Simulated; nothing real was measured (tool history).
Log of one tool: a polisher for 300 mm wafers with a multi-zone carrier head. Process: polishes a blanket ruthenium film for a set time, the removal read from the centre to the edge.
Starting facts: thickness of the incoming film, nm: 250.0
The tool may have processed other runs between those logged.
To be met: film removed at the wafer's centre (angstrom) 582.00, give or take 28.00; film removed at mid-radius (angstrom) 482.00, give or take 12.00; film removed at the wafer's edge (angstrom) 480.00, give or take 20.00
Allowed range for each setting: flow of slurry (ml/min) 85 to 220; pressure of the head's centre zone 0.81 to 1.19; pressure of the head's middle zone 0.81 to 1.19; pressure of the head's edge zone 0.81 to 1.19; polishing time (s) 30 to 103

run  hour  flow of slurry (ml/min)  pressure of the head's centre zone  pressure of the head's middle zone  pressure of the head's edge zone  polishing time (s)  film removed at the wafer's centre (angstrom)  film removed at mid-radius (angstrom)  film removed at the wafer's edge (angstrom)
  1   0.0                      140                                1.00                                1.00                              1.00                  66                                         895.87                                 906.92                                       900.44
  2   5.7                      135                                1.03                                0.97                              0.95                  55                                         759.86                                 718.03                                       725.87
  3   8.7                      135                                1.03                                0.89                              0.95                  55                                         747.74                                 668.51                                       723.42
  4  17.0                      135                                1.03                                0.89                              0.99                  55                                         762.96                                 669.82                                       751.14
  5  21.2                      110                                1.03                                0.89                              0.99                  55                                         702.57                                 635.15                                       722.44
  6  24.1                      110                                1.03                                0.94                              0.99                  55                                         725.16                                 654.16                                       719.84
  7  24.8                      110                                1.05                                0.95                              0.94                  49                                         645.08                                 602.85                                       623.85
  8  31.4                      110                                1.05                                0.95                              0.94                  49                                         644.00                                 600.72                                       615.00
  9  39.3                      105                                1.08                                0.93                              0.90                  47                                         622.36                                 556.57                                       586.12
 10  44.8                      105                                1.08                                0.93                              0.90                  47                                         636.36                                 557.07                                       566.57
 11  51.3                      100                                1.09                                0.92                              0.87                  46                                         595.72                                 528.62                                       545.50
 12  56.9                      100                                1.11                                0.92                              0.85                  45                                         620.10                                 525.24                                       550.50
 13  62.8                      100                                1.12                                0.93                              0.84                  43                                         574.35                                 503.82                                       508.31
 14  69.1                      100                                1.14                                0.93                              0.83                  43                                         603.74                                 505.52                                       505.89

Below are 5 possible settings for the next run. Only one of them brings all results inside the allowed miss of their targets. Which is it?
  A  75.4                      120                                1.13                                0.88                              0.95                  40                                              ?                                      ?                                            ?
  B  75.4                       95                                1.17                                0.94                              0.81                  42                                              ?                                      ?                                            ?
  C  75.4                      130                                1.19                                1.05                              0.82                  38                                              ?                                      ?                                            ?
  D  75.4                      110                                1.17                                1.01                              0.81                  40                                              ?                                      ?                                            ?
  E  75.4                       90                                1.15                                0.92                              0.84                  45                                              ?                                      ?                                            ?

move  film removed at the wafer's centre (angstrom)  film removed at mid-radius (angstrom)  film removed at the wafer's edge (angstrom)
   A                                         593.23                                 469.71                                       520.26
   B                                         594.17                                 484.82                                       483.60
   C                                         608.36                                 528.07                                       467.83
   D                                         597.98                                 514.32                                       475.08
   E                                         611.38                                 500.26                                       519.82
A: takes the biggest miss from the last run beyond its target
B: all results in spec
C: moves away from the targets compared with the last run
D: moves away from the targets compared with the last run
E: about as far from the targets as the last run
So the answer is move B, the one that meets all the targets.

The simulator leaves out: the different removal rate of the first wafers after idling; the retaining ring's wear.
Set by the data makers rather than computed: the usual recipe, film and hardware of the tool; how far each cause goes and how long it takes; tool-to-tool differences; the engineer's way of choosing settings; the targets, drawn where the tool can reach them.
